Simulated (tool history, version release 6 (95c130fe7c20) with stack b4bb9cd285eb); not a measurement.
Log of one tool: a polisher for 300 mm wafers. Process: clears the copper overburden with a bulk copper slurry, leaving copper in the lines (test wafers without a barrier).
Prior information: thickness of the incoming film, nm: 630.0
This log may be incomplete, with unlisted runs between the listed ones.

run	hour	flow of slurry (ml/min)	pressure of the wafer on the pad (psi)	speed of the pad under the wafer (m/s)	abrasive content of the slurry	overpolish time after the end point (s)	time until the end point was called (s)	dishing of a wide line in a test structure (Å)
1	0.0	175	1.6	1.36	1.0	27	83.216	595.65
2	2.7	170	1.4	1.30	1.0	29	101.950	577.16
3	5.3	165	1.3	1.26	1.0	29	112.690	559.84
4	9.0	165	1.5	1.26	1.0	29	98.021	603.99
5	12.0	165	1.5	1.26	1.0	24	96.998	579.83
6	18.1	160	1.3	1.24	1.0	25	114.380	530.02
7	23.1	160	1.2	1.22	1.0	28	124.740	529.47
8	30.6	160	1.1	1.20	1.0	31	138.800	526.37
9	35.5	160	1.0	1.20	1.0	33	152.040	512.19
10	37.0	160	1.0	1.20	1.0	34	153.950	513.04

Predict the results of run 11:
11	43.0	160	1.0	1.20	1.0	35	?	?

time until the end point was called (s): 151.660
dishing of a wide line in a test structure (Å): 520.84
